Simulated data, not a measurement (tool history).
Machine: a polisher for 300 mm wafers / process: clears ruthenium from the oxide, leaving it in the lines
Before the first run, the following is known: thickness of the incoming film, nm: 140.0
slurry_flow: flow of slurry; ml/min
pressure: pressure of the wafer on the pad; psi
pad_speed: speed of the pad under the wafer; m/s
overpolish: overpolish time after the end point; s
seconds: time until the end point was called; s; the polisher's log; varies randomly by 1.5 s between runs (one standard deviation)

run  hour  slurry_flow  pressure  pad_speed  overpolish  seconds
  1     0          225       2.5       0.86           6   153.49
  2   6.9          225       2.5       0.86           6    150.6
  3   9.6          225       2.6       0.86           6   151.59
  4  17.5          225       2.3       0.86           6   170.07
  5  18.4          170       2.3       0.86           6    176.7
  6  22.5          175       2.5       0.86           6   162.02
  7  26.7          175       2.5       0.86           6   162.48
  8  32.4          180       2.6       0.86           6   154.24

The next listed run, before its measurement:
  9  36.7          185       2.7       0.86           6        ?

{"run 9": {"seconds": 149.87}}
